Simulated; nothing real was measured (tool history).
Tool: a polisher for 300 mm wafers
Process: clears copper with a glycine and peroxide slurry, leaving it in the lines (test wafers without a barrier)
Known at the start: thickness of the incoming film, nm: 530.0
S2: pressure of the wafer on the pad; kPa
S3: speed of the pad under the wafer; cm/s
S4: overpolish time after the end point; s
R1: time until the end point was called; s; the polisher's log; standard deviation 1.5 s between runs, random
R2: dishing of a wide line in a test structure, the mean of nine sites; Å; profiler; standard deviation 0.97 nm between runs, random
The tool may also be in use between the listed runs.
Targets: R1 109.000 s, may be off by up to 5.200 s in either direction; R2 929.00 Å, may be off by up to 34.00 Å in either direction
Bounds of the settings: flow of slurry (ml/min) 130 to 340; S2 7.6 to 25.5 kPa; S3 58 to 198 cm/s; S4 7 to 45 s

{"run": 1, "hour": 0.0, "flow of slurry (ml/min)": 220, "S2": 16.5, "S3": 128, "S4": 23, "R1": 84.096, "R2": 732.7}
{"run": 2, "hour": 6.9, "flow of slurry (ml/min)": 220, "S2": 15.9, "S3": 126, "S4": 26, "R1": 89.288, "R2": 776.61}
{"run": 3, "hour": 10.9, "flow of slurry (ml/min)": 220, "S2": 15.2, "S3": 124, "S4": 28, "R1": 90.175, "R2": 794.4}
{"run": 4, "hour": 17.0, "flow of slurry (ml/min)": 220, "S2": 17.9, "S3": 124, "S4": 28, "R1": 80.741, "R2": 859.22}
{"run": 5, "hour": 18.4, "flow of slurry (ml/min)": 220, "S2": 16.5, "S3": 124, "S4": 28, "R1": 86.76, "R2": 824.43}
{"run": 6, "hour": 19.3, "flow of slurry (ml/min)": 220, "S2": 20.0, "S3": 124, "S4": 28, "R1": 71.604, "R2": 928.57}
{"run": 7, "hour": 24.1, "flow of slurry (ml/min)": 220, "S2": 18.6, "S3": 122, "S4": 30, "R1": 78.334, "R2": 930.61}
{"run": 8, "hour": 25.3, "flow of slurry (ml/min)": 215, "S2": 14.5, "S3": 114, "S4": 39, "R1": 102.8, "R2": 903.44}

Exercise: of the 4 proposed moves below, exactly one satisfies all targets within the stated allowed misses. Which move is it?
{"run": "A", "hour": 26.5, "flow of slurry (ml/min)": 215, "S2": 13.8, "S3": 88, "S4": 44, "R1": "?", "R2": "?"}
{"run": "B", "hour": 26.5, "flow of slurry (ml/min)": 195, "S2": 14.5, "S3": 102, "S4": 44, "R1": "?", "R2": "?"}
{"run": "C", "hour": 26.5, "flow of slurry (ml/min)": 285, "S2": 19.3, "S3": 74, "S4": 34, "R1": "?", "R2": "?"}
{"run": "D", "hour": 26.5, "flow of slurry (ml/min)": 285, "S2": 11.7, "S3": 110, "S4": 42, "R1": "?", "R2": "?"}

move=A R1=123.270 R2=860.56
move=B R1=109.390 R2=910.71
move=C R1=102.620 R2=860.58
move=D R1=118.760 R2=827.48
A: carries the result that was furthest off beyond its target, to the other side
B: meets every target
C: the biggest miss grows against the last run
D: carries the result that was furthest off beyond its target, to the other side
B is the move that brings every result within its allowed miss.
